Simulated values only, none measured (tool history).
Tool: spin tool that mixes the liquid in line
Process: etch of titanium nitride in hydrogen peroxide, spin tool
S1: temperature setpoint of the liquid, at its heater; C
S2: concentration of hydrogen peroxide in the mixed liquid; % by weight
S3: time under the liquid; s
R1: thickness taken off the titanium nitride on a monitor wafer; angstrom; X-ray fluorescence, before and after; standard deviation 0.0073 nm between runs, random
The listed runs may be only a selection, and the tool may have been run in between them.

Run 1, hour 0: S1 49 C, S2 21.5 % by weight, S3 30 s. Result: R1 15.727 angstrom.
Run 2, hour 0.7: S1 53.5 C, S2 21.5 % by weight, S3 30 s. Result: R1 21.786 angstrom.
Run 3, hour 8.2: S1 46.5 C, S2 21.5 % by weight, S3 30 s. Result: R1 13.131 angstrom.
Run 4, hour 11.5: S1 41.5 C, S2 21.5 % by weight, S3 30 s. Result: R1 8.9831 angstrom.
Run 5, hour 15.8: S1 38 C, S2 21.5 % by weight, S3 30 s. Result: R1 6.8272 angstrom.
Run 6, hour 21.9: S1 38 C, S2 19 % by weight, S3 30 s. Result: R1 6.6422 angstrom.
Run 7, hour 30.3: S1 39.5 C, S2 19 % by weight, S3 30 s. Result: R1 7.4501 angstrom.
At hour 38.3: heated supply line repaired.
Run 8, hour 38.3: S1 40.5 C, S2 19 % by weight, S3 30 s. Result: R1 9.9455 angstrom.

Predict the results of run 9:
Run 9, hour 40.8: S1 41 C, S2 19 % by weight, S3 30 s. Result: R1 ?.

{"run 9": {"R1": 10.327}}
